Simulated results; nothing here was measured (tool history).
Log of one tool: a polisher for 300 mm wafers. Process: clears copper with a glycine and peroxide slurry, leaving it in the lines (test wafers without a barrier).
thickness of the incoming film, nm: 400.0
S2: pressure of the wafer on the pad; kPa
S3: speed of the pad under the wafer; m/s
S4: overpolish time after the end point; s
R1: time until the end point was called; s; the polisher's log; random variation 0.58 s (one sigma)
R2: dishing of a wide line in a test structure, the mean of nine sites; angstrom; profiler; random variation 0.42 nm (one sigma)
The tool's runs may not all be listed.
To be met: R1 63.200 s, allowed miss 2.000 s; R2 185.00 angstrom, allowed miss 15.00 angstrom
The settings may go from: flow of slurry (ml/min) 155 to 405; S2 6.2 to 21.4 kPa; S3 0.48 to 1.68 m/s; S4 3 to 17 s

Run 1, hour 0.0: flow of slurry (ml/min) 260, S2 13.8 kPa, S3 1.08 m/s, S4 9 s. Result: R1 95.437 s, R2 265.57 angstrom.
Run 2, hour 4.5: flow of slurry (ml/min) 260, S2 14.5 kPa, S3 1.10 m/s, S4 8 s. Result: R1 92.987 s, R2 248.76 angstrom.
Run 3, hour 9.5: flow of slurry (ml/min) 260, S2 15.2 kPa, S3 1.12 m/s, S4 7 s. Result: R1 87.232 s, R2 227.64 angstrom.
Run 4, hour 18.1: flow of slurry (ml/min) 260, S2 13.1 kPa, S3 1.12 m/s, S4 7 s. Result: R1 97.887 s, R2 202.86 angstrom.
Run 5, hour 23.1: flow of slurry (ml/min) 260, S2 13.8 kPa, S3 1.14 m/s, S4 6 s. Result: R1 92.271 s, R2 187.83 angstrom.
Run 6, hour 29.7: flow of slurry (ml/min) 260, S2 13.8 kPa, S3 1.14 m/s, S4 8 s. Result: R1 92.787 s, R2 248.07 angstrom.
Run 7, hour 31.5: flow of slurry (ml/min) 260, S2 14.5 kPa, S3 1.14 m/s, S4 7 s. Result: R1 89.768 s, R2 225.71 angstrom.
Run 8, hour 33.5: flow of slurry (ml/min) 270, S2 15.2 kPa, S3 1.16 m/s, S4 6 s. Result: R1 84.063 s, R2 194.17 angstrom.
Run 9, hour 39.1: flow of slurry (ml/min) 305, S2 19.3 kPa, S3 1.18 m/s, S4 4 s. Result: R1 67.406 s, R2 177.86 angstrom.

Which of these 5 next moves meets every target?
Run A, hour 44.7: flow of slurry (ml/min) 265, S2 21.4 kPa, S3 1.18 m/s, S4 4 s. Result: R1 ?, R2 ?.
Run B, hour 44.7: flow of slurry (ml/min) 305, S2 20.7 kPa, S3 1.28 m/s, S4 4 s. Result: R1 ?, R2 ?.
Run C, hour 44.7: flow of slurry (ml/min) 295, S2 18.6 kPa, S3 1.10 m/s, S4 5 s. Result: R1 ?, R2 ?.
Run D, hour 44.7: flow of slurry (ml/min) 280, S2 18.6 kPa, S3 1.20 m/s, S4 4 s. Result: R1 ?, R2 ?.
Run E, hour 44.7: flow of slurry (ml/min) 345, S2 18.6 kPa, S3 1.10 m/s, S4 5 s. Result: R1 ?, R2 ?.

move      R1      R2
   A  62.136  191.34
   B  59.211  199.89
   C  72.771  202.83
   D  68.610  173.94
   E  71.755  205.49
A: meets every target
B: takes the result that was furthest off past its target
C: further off than the last run
D: further off than the last run
E: further off than the last run
Answer: A
